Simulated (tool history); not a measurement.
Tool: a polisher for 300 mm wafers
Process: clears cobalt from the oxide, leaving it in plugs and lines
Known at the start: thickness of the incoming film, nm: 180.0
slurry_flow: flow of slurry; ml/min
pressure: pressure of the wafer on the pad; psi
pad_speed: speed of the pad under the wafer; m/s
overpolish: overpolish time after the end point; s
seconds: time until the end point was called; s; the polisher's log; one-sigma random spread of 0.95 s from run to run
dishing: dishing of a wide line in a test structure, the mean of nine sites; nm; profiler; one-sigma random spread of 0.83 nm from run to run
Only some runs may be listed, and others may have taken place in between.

run,hour,slurry_flow,pressure,pad_speed,overpolish,seconds,dishing
1,0,215,2.5,0.78,26,42.494,51.903
2,1.1,215,2.5,0.64,26,50.498,47.8
3,8.8,215,2.4,0.64,28,50.2,49.628
4,17.4,215,2.4,0.64,37,50.596,52.564
5,20.8,160,2.4,0.64,37,53.564,52.565
6,24.5,160,2,0.64,37,60.272,50.771
7,31.9,160,1.9,0.64,37,63.544,49.699
8,38.9,160,1.9,0.64,37,62.943,49.091
9,44.2,160,1.9,0.64,38,61.523,49.739

What does the tool deliver on the next run?
10,51.1,160,1.8,0.64,39,?,?

seconds: 66.997 s
dishing: 51.218 nm

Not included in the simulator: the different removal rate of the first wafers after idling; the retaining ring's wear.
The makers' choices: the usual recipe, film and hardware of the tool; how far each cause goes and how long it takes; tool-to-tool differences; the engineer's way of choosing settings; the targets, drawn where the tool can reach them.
